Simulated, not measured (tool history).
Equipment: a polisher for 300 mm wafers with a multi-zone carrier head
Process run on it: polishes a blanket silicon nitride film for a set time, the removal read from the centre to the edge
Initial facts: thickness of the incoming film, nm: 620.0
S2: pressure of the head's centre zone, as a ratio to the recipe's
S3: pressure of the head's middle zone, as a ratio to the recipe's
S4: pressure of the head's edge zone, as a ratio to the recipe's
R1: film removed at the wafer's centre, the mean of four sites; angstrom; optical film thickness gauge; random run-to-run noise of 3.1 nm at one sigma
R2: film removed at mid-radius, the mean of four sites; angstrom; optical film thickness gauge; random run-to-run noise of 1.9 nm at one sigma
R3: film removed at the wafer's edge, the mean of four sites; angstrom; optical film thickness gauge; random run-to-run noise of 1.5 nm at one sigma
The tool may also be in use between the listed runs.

run 1 day=0.000 | flow_of_slurry_(ml/min)=125 S2=1.00 S3=1.00 S4=1.00 polishing_time_(s)=73 | R1=1581.1 R2=1649.7 R3=1630.2
run 2 day=0.275 | flow_of_slurry_(ml/min)=110 S2=1.00 S3=1.00 S4=1.00 polishing_time_(s)=73 | R1=1513.4 R2=1609.1 R3=1573.3
run 3 day=0.417 | flow_of_slurry_(ml/min)=110 S2=1.00 S3=1.00 S4=0.94 polishing_time_(s)=73 | R1=1486.7 R2=1624.2 R3=1552.6
run 4 day=0.775 | flow_of_slurry_(ml/min)=130 S2=0.98 S3=0.98 S4=1.00 polishing_time_(s)=77 | R1=1677.8 R2=1748.6 R3=1721.9
run 5 day=1.150 | flow_of_slurry_(ml/min)=130 S2=0.98 S3=1.02 S4=1.00 polishing_time_(s)=77 | R1=1687.6 R2=1837.3 R3=1738.7
run 6 day=1.262 | flow_of_slurry_(ml/min)=140 S2=0.96 S3=0.99 S4=1.06 polishing_time_(s)=79 | R1=1639.4 R2=1856.9 R3=1838.0
run 7 day=1.633 | flow_of_slurry_(ml/min)=150 S2=0.99 S3=0.96 S4=1.09 polishing_time_(s)=81 | R1=1801.2 R2=1834.6 R3=1929.9
run 8 day=1.696 | flow_of_slurry_(ml/min)=160 S2=1.00 S3=0.96 S4=1.12 polishing_time_(s)=82 | R1=1878.6 R2=1924.4 R3=1997.4
run 9 day=1.775 | flow_of_slurry_(ml/min)=165 S2=1.01 S3=0.94 S4=1.14 polishing_time_(s)=83 | R1=1994.7 R2=1930.8 R3=2056.4
run 10 day=2.121 | flow_of_slurry_(ml/min)=170 S2=1.01 S3=0.93 S4=1.16 polishing_time_(s)=84 | R1=1951.1 R2=1898.5 R3=2123.2

Run 11, settings as shown, results not yet in. Your forecast:
run 11 day=2.275 | flow_of_slurry_(ml/min)=175 S2=1.02 S3=0.93 S4=1.17 polishing_time_(s)=84 | R1=? R2=? R3=?

R1: 1979.9 angstrom
R2: 1938.8 angstrom
R3: 2132.4 angstrom
